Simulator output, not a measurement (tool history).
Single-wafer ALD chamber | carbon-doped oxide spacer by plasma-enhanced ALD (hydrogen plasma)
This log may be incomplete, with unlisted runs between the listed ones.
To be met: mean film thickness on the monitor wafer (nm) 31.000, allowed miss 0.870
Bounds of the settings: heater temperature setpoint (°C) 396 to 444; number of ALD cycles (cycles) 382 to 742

run,day,heater temperature setpoint (°C),number of ALD cycles (cycles),mean film thickness on the monitor wafer (nm)
1,0.000,420,562,26.149
2,0.079,418,586,27.346
3,0.421,424,586,26.987
4,0.517,434,586,25.995
5,0.550,426,586,26.902
6,0.829,419,586,27.248
7,1.029,418,606,28.685
8,1.158,416,614,29.033
9,1.233,415,623,29.561
10,1.271,414,629,29.798

5 next moves are on the table. One of them brings every result within its allowed miss. Which?
A,1.308,412,618,?
B,1.308,409,643,?
C,1.308,415,606,?
D,1.308,419,600,?
E,1.308,402,576,?

move,mean film thickness on the monitor wafer (nm)
A,29.435
B,30.895
C,28.610
D,27.991
E,28.238
A: lands further from the targets than the last run did
B: hits every target within its allowed miss
C: lands further from the targets than the last run did
D: lands further from the targets than the last run did
E: lands further from the targets than the last run did
Correct choice: B, which meets every target

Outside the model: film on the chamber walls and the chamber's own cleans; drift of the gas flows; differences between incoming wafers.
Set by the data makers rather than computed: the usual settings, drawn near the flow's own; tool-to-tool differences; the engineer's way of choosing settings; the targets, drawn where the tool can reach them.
